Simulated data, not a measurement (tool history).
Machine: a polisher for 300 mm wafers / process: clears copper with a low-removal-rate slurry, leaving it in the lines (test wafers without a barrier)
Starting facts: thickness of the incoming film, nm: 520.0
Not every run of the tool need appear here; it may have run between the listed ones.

run	hour	flow of slurry (ml/min)	pressure of the wafer on the pad (kPa)	speed of the pad under the wafer (cm/s)	abrasive content of the slurry	overpolish time after the end point (s)	time until the end point was called (s)	dishing of a wide line in a test structure (Å)
1	0.0	245	22.8	142	1.0	14	117.14	435.22
2	4.8	245	22.8	142	1.0	9	116.23	311.23
3	6.5	245	23.4	142	1.0	11	113.68	380.34
4	9.7	245	23.4	122	1.0	11	130.73	332.69
5	12.0	245	26.9	122	1.0	11	115.86	373.53
6	20.4	245	31.0	122	1.0	11	101.82	413.76
7	26.6	245	31.0	122	1.0	12	100.11	441.24
8	27.2	245	31.0	122	1.0	13	101.91	481.21
9	34.6	245	31.0	122	1.0	14	101.30	488.48

Run 10 is up next; what results do you expect?
10	36.8	245	31.0	122	1.0	15	?	?

Run 10 produced time until the end point was called (s) 102.50, dishing of a wide line in a test structure (Å) 513.44.
